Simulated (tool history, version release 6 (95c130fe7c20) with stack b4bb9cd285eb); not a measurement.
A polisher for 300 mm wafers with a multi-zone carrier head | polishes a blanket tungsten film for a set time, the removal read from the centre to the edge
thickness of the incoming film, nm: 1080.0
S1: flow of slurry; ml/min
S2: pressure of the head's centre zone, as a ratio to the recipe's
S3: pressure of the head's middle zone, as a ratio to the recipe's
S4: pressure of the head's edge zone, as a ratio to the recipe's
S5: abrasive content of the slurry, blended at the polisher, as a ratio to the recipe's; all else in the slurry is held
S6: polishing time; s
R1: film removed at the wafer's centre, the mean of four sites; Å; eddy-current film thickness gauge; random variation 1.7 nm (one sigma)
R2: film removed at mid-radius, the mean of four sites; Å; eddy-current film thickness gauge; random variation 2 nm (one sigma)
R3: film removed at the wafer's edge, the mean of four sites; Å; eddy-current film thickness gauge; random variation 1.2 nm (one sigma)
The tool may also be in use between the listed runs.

Run 1, hour 0: S1 220 ml/min, S2 1, S3 1, S4 1, S5 1, S6 37 s. Result: R1 2147 Å, R2 2104.1 Å, R3 2055.8 Å.
Run 2, hour 8.2: S1 220 ml/min, S2 1, S3 1, S4 1, S5 1, S6 34 s. Result: R1 1952.5 Å, R2 1909 Å, R3 1920.7 Å.
Run 3, hour 14.2: S1 220 ml/min, S2 1, S3 1, S4 1, S5 1, S6 30 s. Result: R1 1722.1 Å, R2 1660 Å, R3 1694.2 Å.
Run 4, hour 18.9: S1 220 ml/min, S2 1, S3 1, S4 1, S5 0.9, S6 30 s. Result: R1 1702.4 Å, R2 1641.3 Å, R3 1667 Å.
Run 5, hour 23.2: S1 220 ml/min, S2 0.98, S3 1.01, S4 0.98, S5 0.85, S6 29 s. Result: R1 1611 Å, R2 1560.5 Å, R3 1527.7 Å.
Run 6, hour 29: S1 215 ml/min, S2 0.95, S3 1.01, S4 0.98, S5 0.8, S6 29 s. Result: R1 1512.8 Å, R2 1572.8 Å, R3 1542.4 Å.
Run 7, hour 33.5: S1 215 ml/min, S2 0.94, S3 1.01, S4 0.96, S5 0.75, S6 29 s. Result: R1 1504.3 Å, R2 1562.5 Å, R3 1479.6 Å.
Run 8, hour 37.2: S1 210 ml/min, S2 0.92, S3 1, S4 0.95, S5 0.7, S6 29 s. Result: R1 1414.3 Å, R2 1523.7 Å, R3 1483.2 Å.
Run 9, hour 38.5: S1 210 ml/min, S2 0.92, S3 1, S4 0.95, S5 0.7, S6 29 s. Result: R1 1402.5 Å, R2 1511.8 Å, R3 1479 Å.
Run 10, hour 46: S1 210 ml/min, S2 0.92, S3 1, S4 0.93, S5 0.65, S6 29 s. Result: R1 1392.3 Å, R2 1464.7 Å, R3 1432.7 Å.
Run 11, hour 52.8: S1 210 ml/min, S2 0.91, S3 1, S4 0.91, S5 0.6, S6 29 s. Result: R1 1356.8 Å, R2 1452.5 Å, R3 1395.3 Å.
Run 12, hour 55.9: S1 210 ml/min, S2 0.9, S3 1, S4 0.9, S5 0.6, S6 29 s. Result: R1 1343.1 Å, R2 1417.1 Å, R3 1379.6 Å.
Run 13, hour 57: S1 210 ml/min, S2 0.89, S3 1.01, S4 0.89, S5 0.6, S6 29 s. Result: R1 1329.3 Å, R2 1436.2 Å, R3 1385.4 Å.
Run 14, hour 58.5: S1 210 ml/min, S2 0.89, S3 1.02, S4 0.88, S5 0.6, S6 29 s. Result: R1 1313.6 Å, R2 1436.9 Å, R3 1373.8 Å.
Run 15, hour 65.3: S1 210 ml/min, S2 0.89, S3 1.03, S4 0.87, S5 0.6, S6 29 s. Result: R1 1307.6 Å, R2 1491 Å, R3 1345.2 Å.

Run 16 comes next. What will it give?
Run 16, hour 66.5: S1 210 ml/min, S2 0.89, S3 1.03, S4 0.86, S5 0.6, S6 29 s. Result: R1 ?, R2 ?, R3 ?.

{"run 16": {"R1": 1310, "R2": 1535.9, "R3": 1377.3}}
